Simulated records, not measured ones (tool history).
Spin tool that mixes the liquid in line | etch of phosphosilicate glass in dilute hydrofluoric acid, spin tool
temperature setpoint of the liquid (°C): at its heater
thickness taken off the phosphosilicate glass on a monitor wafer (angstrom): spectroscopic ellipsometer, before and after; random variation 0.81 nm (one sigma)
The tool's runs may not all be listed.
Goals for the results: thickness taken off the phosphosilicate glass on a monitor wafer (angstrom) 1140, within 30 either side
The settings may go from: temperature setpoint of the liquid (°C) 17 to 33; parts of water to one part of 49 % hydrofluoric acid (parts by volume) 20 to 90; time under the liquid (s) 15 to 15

| run | hour | temperature setpoint of the liquid (°C) | parts of water to one part of 49 % hydrofluoric acid (parts by volume) | time under the liquid (s) | thickness taken off the phosphosilicate glass on a monitor wafer (angstrom) |
|---|---|---|---|---|---|
| 1 | 0 | 25 | 50 | 15 | 575.58 |
| 2 | 2 | 27.5 | 45 | 15 | 717.22 |
| 3 | 3.9 | 26 | 45 | 15 | 676.38 |
| 4 | 6.5 | 26 | 45 | 15 | 667.84 |
| 5 | 12.8 | 26 | 65 | 15 | 451.54 |
| 6 | 13.6 | 26 | 75 | 15 | 385.6 |
| 7 | 16.5 | 28.5 | 60 | 15 | 544.95 |
| 8 | 17.8 | 30 | 50 | 15 | 699.88 |
| 9 | 18.6 | 31 | 45 | 15 | 803.83 |
| 10 | 26.7 | 31 | 45 | 15 | 814.67 |
| 11 | 35.1 | 31.5 | 40 | 15 | 941.53 |
| 12 | 38.8 | 32 | 40 | 15 | 966.56 |
| 13 | 39.5 | 32.5 | 40 | 15 | 990.14 |

Consider the 4 candidate settings below. Which is the only one whose results all fall within their allowed miss of target?
| A | 40.2 | 30.5 | 35 | 15 | ? |
| B | 40.2 | 32.5 | 35 | 15 | ? |
| C | 40.2 | 30 | 30 | 15 | ? |
| D | 40.2 | 31.5 | 35 | 15 | ? |

| move | thickness taken off the phosphosilicate glass on a monitor wafer (angstrom) |
|---|---|
| A | 1039.3 |
| B | 1124.5 |
| C | 1198.1 |
| D | 1081.2 |
A: closer than the last run, but not yet in spec
B: every result lands within tolerance
C: the result that was furthest off in the last run now lies on the other side of its target
D: closer than the last run, but not yet in spec
Correct choice: B, which meets every target
